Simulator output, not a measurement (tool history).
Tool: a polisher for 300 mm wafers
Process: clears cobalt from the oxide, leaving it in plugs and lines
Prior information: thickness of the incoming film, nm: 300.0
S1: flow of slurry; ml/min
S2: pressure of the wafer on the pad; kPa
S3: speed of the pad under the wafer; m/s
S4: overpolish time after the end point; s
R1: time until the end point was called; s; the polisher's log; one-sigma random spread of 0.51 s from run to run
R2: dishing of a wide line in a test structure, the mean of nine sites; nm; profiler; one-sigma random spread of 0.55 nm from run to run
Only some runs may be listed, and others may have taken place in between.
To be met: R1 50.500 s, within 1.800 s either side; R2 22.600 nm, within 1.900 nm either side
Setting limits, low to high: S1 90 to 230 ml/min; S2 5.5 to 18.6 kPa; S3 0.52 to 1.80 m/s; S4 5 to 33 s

run	hour	S1	S2	S3	S4	R1	R2
1	0.0	150	11.7	1.16	17	66.297	38.277
2	4.6	150	9.0	1.16	17	87.150	34.238
3	8.8	150	9.0	1.16	20	84.760	35.516
4	15.3	185	9.0	1.16	20	82.961	37.589
5	19.2	200	9.0	1.16	20	82.978	38.307
6	24.5	200	6.9	1.16	20	104.140	34.752
7	29.2	170	9.0	1.18	16	82.869	34.556
8	34.7	150	10.3	1.22	13	71.095	33.067
9	38.7	110	13.8	1.14	5	62.581	20.004
10	44.9	115	14.5	1.14	5	58.335	21.393
11	51.7	115	15.2	1.14	5	56.148	21.208
12	54.2	115	15.9	1.14	5	53.487	21.246
13	59.9	125	16.5	1.14	7	49.350	28.922
14	65.6	120	16.5	1.14	7	50.579	27.705
15	70.8	90	17.2	1.14	5	53.818	21.630

Consider the 5 candidate settings below. Which is the only one whose results all fall within their allowed miss of target?
A	76.0	100	15.2	1.30	5	?	?
B	76.0	90	17.2	1.08	5	?	?
C	76.0	90	17.9	0.96	5	?	?
D	76.0	100	17.2	1.02	7	?	?
E	76.0	90	16.5	1.14	5	?	?

move	R1	R2
A	51.664	23.543
B	56.460	22.063
C	60.878	20.851
D	57.682	27.553
E	55.763	22.266
A: each result inside its tolerance
B: further off than the last run
C: further off than the last run
D: further off than the last run
E: further off than the last run
A is the move that brings every result within its allowed miss.

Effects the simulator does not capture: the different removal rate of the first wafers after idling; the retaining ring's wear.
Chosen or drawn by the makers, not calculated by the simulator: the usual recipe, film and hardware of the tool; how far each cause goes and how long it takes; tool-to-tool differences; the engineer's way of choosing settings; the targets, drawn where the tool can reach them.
